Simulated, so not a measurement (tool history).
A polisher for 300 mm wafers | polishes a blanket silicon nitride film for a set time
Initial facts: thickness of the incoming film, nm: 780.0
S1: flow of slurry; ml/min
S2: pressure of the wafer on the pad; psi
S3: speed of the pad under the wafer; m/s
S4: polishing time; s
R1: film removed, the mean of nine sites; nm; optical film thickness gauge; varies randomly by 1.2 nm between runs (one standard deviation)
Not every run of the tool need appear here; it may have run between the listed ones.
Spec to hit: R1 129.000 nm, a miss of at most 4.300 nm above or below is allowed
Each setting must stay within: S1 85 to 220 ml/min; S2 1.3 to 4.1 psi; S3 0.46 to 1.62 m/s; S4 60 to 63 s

run 1 hour=0.0 | S1=140 S2=2.7 S3=1.04 S4=60 | R1=83.527
run 2 hour=8.7 | S1=140 S2=2.7 S3=1.04 S4=60 | R1=84.094
run 3 hour=11.4 | S1=145 S2=2.8 S3=1.04 S4=60 | R1=87.388
run 4 hour=20.0 | S1=150 S2=2.9 S3=1.04 S4=60 | R1=91.173
run 5 hour=22.6 | S1=155 S2=3.0 S3=1.04 S4=60 | R1=94.328
run 6 hour=28.5 | S1=155 S2=2.5 S3=1.04 S4=60 | R1=78.942
run 7 hour=31.8 | S1=155 S2=2.7 S3=1.04 S4=60 | R1=84.846
run 8 hour=38.5 | S1=155 S2=2.9 S3=1.04 S4=60 | R1=90.024
run 9 hour=40.3 | S1=155 S2=3.0 S3=1.04 S4=60 | R1=94.289
run 10 hour=41.9 | S1=155 S2=3.1 S3=1.04 S4=60 | R1=97.084
run 11 hour=43.6 | S1=155 S2=3.2 S3=1.04 S4=60 | R1=98.300
run 12 hour=47.1 | S1=155 S2=3.3 S3=1.04 S4=60 | R1=102.040
run 13 hour=52.0 | S1=155 S2=3.4 S3=1.04 S4=60 | R1=106.230
run 14 hour=54.2 | S1=155 S2=3.5 S3=1.04 S4=60 | R1=107.830
run 15 hour=57.6 | S1=155 S2=3.6 S3=1.04 S4=60 | R1=112.280
run 16 hour=58.6 | S1=155 S2=3.7 S3=1.04 S4=60 | R1=115.740
run 17 hour=59.2 | S1=160 S2=3.9 S3=1.04 S4=60 | R1=121.830

Of the 4 settings listed for the next run, only one would bring every result within its allowed miss of target. Which one?
run A hour=59.8 | S1=190 S2=4.1 S3=0.86 S4=63 | R1=?
run B hour=59.8 | S1=175 S2=4.1 S3=0.84 S4=62 | R1=?
run C hour=59.8 | S1=160 S2=3.6 S3=1.00 S4=61 | R1=?
run D hour=59.8 | S1=105 S2=3.6 S3=1.28 S4=63 | R1=?

move=A R1=118.050
move=B R1=112.590
move=C R1=110.460
move=D R1=126.460
A: the biggest miss grows against the last run
B: the biggest miss grows against the last run
C: the biggest miss grows against the last run
D: hits every target within its allowed miss
D is the move that brings every result within its allowed miss.
